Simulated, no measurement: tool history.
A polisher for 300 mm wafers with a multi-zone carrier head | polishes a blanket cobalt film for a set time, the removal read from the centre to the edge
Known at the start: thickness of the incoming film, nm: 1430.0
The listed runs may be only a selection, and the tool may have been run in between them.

run    day  flow of slurry (ml/min)  pressure of the head's centre zone  pressure of the head's middle zone  pressure of the head's edge zone  polishing time (s)  film removed at the wafer's centre (Å)  film removed at mid-radius (Å)  film removed at the wafer's edge (Å)
  1  0.000                      315                                1.00                                1.00                              1.00                  50                                  1863.9                          1860.8                                1913.8
  2  0.171                      315                                1.00                                1.00                              0.94                  50                                  1881.3                          1892.1                                1867.1
  3  0.429                      380                                1.00                                1.00                              0.94                  50                                  1842.5                          1883.1                                1883.0
  4  0.488                      380                                1.00                                1.00                              0.97                  50                                  1873.9                          1903.9                                1929.1
  5  0.825                      380                                1.00                                1.00                              1.03                  50                                  1874.8                          1908.6                                1952.9
  6  0.879                      380                                1.00                                1.00                              1.03                  41                                  1512.3                          1541.7                                1609.0

Run 7, settings as shown, results not yet in. Your forecast:
  7  1.033                      375                                0.99                                0.97                              1.03                  41                                       ?                               ?                                     ?

film removed at the wafer's centre (Å): 1520.9
film removed at mid-radius (Å): 1510.7
film removed at the wafer's edge (Å): 1614.1
